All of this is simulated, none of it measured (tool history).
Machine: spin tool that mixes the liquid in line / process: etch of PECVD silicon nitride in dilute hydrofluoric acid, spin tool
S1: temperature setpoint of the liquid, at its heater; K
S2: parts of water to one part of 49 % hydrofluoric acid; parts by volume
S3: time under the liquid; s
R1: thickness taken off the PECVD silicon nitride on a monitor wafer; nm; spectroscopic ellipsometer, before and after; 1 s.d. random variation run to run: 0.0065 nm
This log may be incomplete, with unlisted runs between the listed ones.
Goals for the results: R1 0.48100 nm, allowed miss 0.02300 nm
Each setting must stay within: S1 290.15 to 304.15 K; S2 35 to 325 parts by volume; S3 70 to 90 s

run    day      S1   S2  S3       R1
  1  0.000  296.15  180  90  1.26040
  2  0.154  295.65  190  90  1.18630
  3  0.525  293.15  190  90  0.96577
  4  0.721  292.65  200  90  0.90551
  5  0.979  292.65  235  90  0.77789
  6  1.062  292.15  245  90  0.72549
  7  1.438  292.15  250  90  0.70212
  8  1.658  292.15  255  90  0.69154
  9  1.908  290.15  305  90  0.50694

Below are 5 possible settings for the next run. Only one of them brings all results inside the allowed miss of their targets. Which is it?
  A  2.158  290.15  325  90   ?
  B  2.158  290.15  325  80   ?
  C  2.158  292.15  325  70   ?
  D  2.158  290.65  280  70   ?
  E  2.158  291.65  325  90   ?

move       R1
   A  0.47899
   B  0.42577
   C  0.42370
   D  0.44348
   E  0.52765
A: meets every target
B: the result that was furthest off in the last run now lies on the other side of its target
C: the result that was furthest off in the last run now lies on the other side of its target
D: the result that was furthest off in the last run now lies on the other side of its target
E: lands further from the targets than the last run did
Answer: A
